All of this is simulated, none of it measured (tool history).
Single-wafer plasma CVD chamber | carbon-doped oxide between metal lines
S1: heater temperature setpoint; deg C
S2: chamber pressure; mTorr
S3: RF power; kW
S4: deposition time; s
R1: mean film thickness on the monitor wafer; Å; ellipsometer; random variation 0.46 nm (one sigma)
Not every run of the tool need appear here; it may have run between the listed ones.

Run 1, day 0.000: S1 370 deg C, S2 3910 mTorr, S3 0.640 kW, S4 16.9 s. Result: R1 962.43 Å.
Run 2, day 0.058: S1 370 deg C, S2 4560 mTorr, S3 0.640 kW, S4 16.9 s. Result: R1 965.15 Å.
Run 3, day 0.217: S1 370 deg C, S2 4560 mTorr, S3 0.640 kW, S4 16.0 s. Result: R1 914.69 Å.
Run 4, day 0.488: S1 377 deg C, S2 4560 mTorr, S3 0.640 kW, S4 16.0 s. Result: R1 904.37 Å.
Run 5, day 0.767: S1 386 deg C, S2 4560 mTorr, S3 0.640 kW, S4 16.0 s. Result: R1 892.86 Å.
Run 6, day 1.008: S1 386 deg C, S2 4560 mTorr, S3 0.635 kW, S4 16.0 s. Result: R1 882.60 Å.

What does the tool deliver on the next run?
Run 7, day 1.033: S1 386 deg C, S2 4550 mTorr, S3 0.630 kW, S4 16.0 s. Result: R1 ?.

{"run 7": {"R1": 892.73}}
